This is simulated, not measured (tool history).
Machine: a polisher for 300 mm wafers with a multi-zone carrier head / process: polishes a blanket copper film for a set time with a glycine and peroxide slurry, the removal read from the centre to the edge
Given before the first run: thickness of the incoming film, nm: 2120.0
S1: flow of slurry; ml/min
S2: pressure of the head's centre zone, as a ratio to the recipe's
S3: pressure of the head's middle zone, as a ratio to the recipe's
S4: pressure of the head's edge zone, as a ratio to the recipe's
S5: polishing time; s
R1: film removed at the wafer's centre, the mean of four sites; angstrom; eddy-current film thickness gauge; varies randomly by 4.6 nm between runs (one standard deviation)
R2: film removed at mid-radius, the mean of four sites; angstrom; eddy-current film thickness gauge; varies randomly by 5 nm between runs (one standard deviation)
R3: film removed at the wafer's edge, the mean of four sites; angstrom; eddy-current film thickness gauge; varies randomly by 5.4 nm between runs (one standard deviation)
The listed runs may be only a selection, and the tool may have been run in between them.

run  hour   S1    S2    S3    S4  S5      R1      R2      R3
  1   0.0  305  1.00  1.00  1.00  45  3285.7  3303.2  3303.6
  2   5.7  335  1.00  1.00  1.00  45  3306.3  3366.2  3259.9
  3   6.6  335  1.00  1.00  0.93  45  3315.2  3243.8  3102.9
  4  10.3  400  1.00  1.00  0.93  45  3285.2  3361.6  3201.7
  5  16.4  410  1.01  0.99  0.98  47  3544.8  3550.5  3330.1
  6  22.5  375  1.01  0.99  0.98  47  3524.0  3395.5  3434.6
  7  26.1  290  0.99  1.09  1.08  56  4085.7  4291.7  4103.1
  8  27.0  285  0.98  1.07  1.10  56  4046.8  4323.0  4152.4
  9  35.1  275  0.98  1.04  1.12  56  3970.6  4147.6  4104.6
 10  37.6  275  0.98  1.04  1.12  56  3872.6  4204.2  4290.7

For run 11, what comes out?
 11  41.7  275  0.99  1.03  1.12  56   ?   ?   ?

{"run 11": {"R1": 4095.9, "R2": 4072.4, "R3": 4164.7}}

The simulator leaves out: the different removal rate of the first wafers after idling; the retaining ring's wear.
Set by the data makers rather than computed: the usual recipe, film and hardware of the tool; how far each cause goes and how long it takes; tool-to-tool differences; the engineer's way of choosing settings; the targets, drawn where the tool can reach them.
